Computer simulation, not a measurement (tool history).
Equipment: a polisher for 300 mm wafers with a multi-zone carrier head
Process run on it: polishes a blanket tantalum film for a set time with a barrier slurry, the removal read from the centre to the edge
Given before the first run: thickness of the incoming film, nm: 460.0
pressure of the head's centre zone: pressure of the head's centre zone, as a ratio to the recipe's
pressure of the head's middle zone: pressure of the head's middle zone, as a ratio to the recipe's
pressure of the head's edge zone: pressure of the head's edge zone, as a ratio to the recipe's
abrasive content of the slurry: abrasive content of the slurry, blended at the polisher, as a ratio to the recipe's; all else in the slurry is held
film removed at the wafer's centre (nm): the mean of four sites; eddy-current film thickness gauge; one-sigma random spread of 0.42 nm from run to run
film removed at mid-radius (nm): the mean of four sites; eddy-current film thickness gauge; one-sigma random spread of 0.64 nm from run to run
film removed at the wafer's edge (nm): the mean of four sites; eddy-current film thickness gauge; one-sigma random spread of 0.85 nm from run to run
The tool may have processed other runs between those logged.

| run | hour | flow of slurry (ml/min) | pressure of the head's centre zone | pressure of the head's middle zone | pressure of the head's edge zone | abrasive content of the slurry | polishing time (s) | film removed at the wafer's centre (nm) | film removed at mid-radius (nm) | film removed at the wafer's edge (nm) |
|---|---|---|---|---|---|---|---|---|---|---|
| 1 | 0 | 305 | 1 | 1 | 1 | 1 | 35 | 84.69 | 83.665 | 83.277 |
| 2 | 8.3 | 310 | 1 | 0.97 | 0.96 | 0.85 | 34 | 77.445 | 75.37 | 76.203 |
| 3 | 10.5 | 310 | 1.01 | 0.95 | 0.93 | 0.75 | 33 | 71.774 | 67.567 | 69.387 |
| 4 | 14.4 | 305 | 1.01 | 0.94 | 0.9 | 0.7 | 33 | 70.08 | 64.707 | 65.818 |
| 5 | 19.1 | 305 | 1.01 | 0.94 | 0.97 | 0.7 | 33 | 69.497 | 66.017 | 68.323 |
| 6 | 26.1 | 290 | 1.01 | 0.93 | 0.94 | 0.7 | 33 | 70.1 | 63.222 | 66.7 |
| 7 | 33.1 | 280 | 1 | 0.93 | 0.92 | 0.7 | 33 | 68.445 | 65.246 | 67.797 |
| 8 | 36 | 345 | 1.05 | 0.93 | 0.89 | 0.5 | 31 | 56.687 | 51.21 | 50.838 |
| 9 | 37.9 | 325 | 1.06 | 0.95 | 0.93 | 0.55 | 31 | 60.293 | 54.975 | 55.939 |
| 10 | 43.7 | 310 | 1.08 | 0.97 | 0.94 | 0.55 | 31 | 61.569 | 57.418 | 56.025 |
| 11 | 49.5 | 290 | 1.09 | 0.97 | 0.96 | 0.55 | 31 | 61.427 | 56.938 | 55.091 |
| 12 | 55.7 | 290 | 1.09 | 0.96 | 0.98 | 0.6 | 31 | 64.323 | 57.375 | 60.086 |
| 13 | 63 | 285 | 1.1 | 0.97 | 0.98 | 0.6 | 31 | 64.817 | 57.389 | 59.794 |

The next listed run, before its measurement:
| 14 | 64.6 | 280 | 1.1 | 0.98 | 0.98 | 0.6 | 31 | ? | ? | ? |

{"run 14": {"film removed at the wafer's centre (nm)": 65.36, "film removed at mid-radius (nm)": 58.498, "film removed at the wafer's edge (nm)": 60.99}}

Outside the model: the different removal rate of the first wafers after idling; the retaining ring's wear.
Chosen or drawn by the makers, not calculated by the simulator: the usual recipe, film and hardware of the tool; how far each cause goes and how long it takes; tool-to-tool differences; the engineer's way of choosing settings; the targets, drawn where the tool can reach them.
